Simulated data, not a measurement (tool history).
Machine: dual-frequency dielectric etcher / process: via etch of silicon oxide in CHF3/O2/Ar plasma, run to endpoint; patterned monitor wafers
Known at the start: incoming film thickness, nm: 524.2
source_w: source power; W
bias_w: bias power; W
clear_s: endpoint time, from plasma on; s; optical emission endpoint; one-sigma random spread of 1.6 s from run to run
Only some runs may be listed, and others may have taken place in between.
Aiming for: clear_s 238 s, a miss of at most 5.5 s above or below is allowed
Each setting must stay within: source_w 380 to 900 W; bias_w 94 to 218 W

run	hour	source_w	bias_w	clear_s
1	0	640	156	264.88
2	2.9	640	183	256.29
3	8.4	660	185	250.65
4	14.9	620	185	257.7
5	19.3	640	186	254.11
6	27.4	660	187	253.9
7	34.7	680	190	245.01
8	39.8	690	190	248.68
9	42.5	700	192	246.34

Exactly one of the 5 candidate moves below puts every result within its allowed miss. Which one?
A	45.2	630	176	?
B	45.2	750	200	?
C	45.2	580	178	?
D	45.2	680	174	?
E	45.2	690	167	?

move	clear_s
A	258.59
B	234.7
C	265.89
D	252.05
E	253.18
A: further off than the last run
B: all results land within tolerance of their targets
C: further off than the last run
D: further off than the last run
E: further off than the last run
So the answer is move B, the one that meets all the targets.

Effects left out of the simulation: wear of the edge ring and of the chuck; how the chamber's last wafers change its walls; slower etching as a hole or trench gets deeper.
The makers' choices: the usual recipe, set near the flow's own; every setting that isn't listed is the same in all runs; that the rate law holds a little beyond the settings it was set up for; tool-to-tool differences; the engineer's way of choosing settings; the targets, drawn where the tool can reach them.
